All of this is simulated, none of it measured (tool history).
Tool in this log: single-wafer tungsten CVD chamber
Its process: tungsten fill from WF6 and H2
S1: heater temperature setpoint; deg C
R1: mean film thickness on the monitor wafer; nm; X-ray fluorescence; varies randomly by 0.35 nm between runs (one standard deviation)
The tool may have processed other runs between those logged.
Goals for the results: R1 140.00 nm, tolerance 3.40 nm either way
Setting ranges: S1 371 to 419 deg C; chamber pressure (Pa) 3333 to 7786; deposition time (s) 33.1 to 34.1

Run 1, hour 0.0: S1 395 deg C, chamber pressure (Pa) 5560, deposition time (s) 33.1. Result: R1 105.48 nm.
Run 2, hour 8.6: S1 399 deg C, chamber pressure (Pa) 5586, deposition time (s) 33.1. Result: R1 115.14 nm.
Run 3, hour 13.6: S1 401 deg C, chamber pressure (Pa) 5600, deposition time (s) 33.1. Result: R1 120.45 nm.
Run 4, hour 19.4: S1 401 deg C, chamber pressure (Pa) 6279, deposition time (s) 33.1. Result: R1 124.66 nm.
Run 5, hour 23.0: S1 401 deg C, chamber pressure (Pa) 6773, deposition time (s) 33.1. Result: R1 127.19 nm.
Run 6, hour 27.9: S1 402 deg C, chamber pressure (Pa) 6786, deposition time (s) 33.1. Result: R1 130.22 nm.
Run 7, hour 36.3: S1 402 deg C, chamber pressure (Pa) 6786, deposition time (s) 33.1. Result: R1 130.07 nm.
Run 8, hour 39.9: S1 403 deg C, chamber pressure (Pa) 6799, deposition time (s) 33.1. Result: R1 132.60 nm.
Run 9, hour 42.3: S1 404 deg C, chamber pressure (Pa) 6799, deposition time (s) 33.1. Result: R1 135.67 nm.

Exercise: of the 4 proposed moves below, exactly one satisfies all targets within the stated allowed misses. Which move is it?
Run A, hour 44.7: S1 403 deg C, chamber pressure (Pa) 6306, deposition time (s) 34.1. Result: R1 ?.
Run B, hour 44.7: S1 404 deg C, chamber pressure (Pa) 6399, deposition time (s) 33.1. Result: R1 ?.
Run C, hour 44.7: S1 405 deg C, chamber pressure (Pa) 6639, deposition time (s) 33.6. Result: R1 ?.
Run D, hour 44.7: S1 403 deg C, chamber pressure (Pa) 6919, deposition time (s) 33.1. Result: R1 ?.

move      R1
   A  133.54
   B  132.83
   C  139.13
   D  133.37
A: misses by more than the last run did
B: misses by more than the last run did
C: all results land within tolerance of their targets
D: misses by more than the last run did
The right move is C.

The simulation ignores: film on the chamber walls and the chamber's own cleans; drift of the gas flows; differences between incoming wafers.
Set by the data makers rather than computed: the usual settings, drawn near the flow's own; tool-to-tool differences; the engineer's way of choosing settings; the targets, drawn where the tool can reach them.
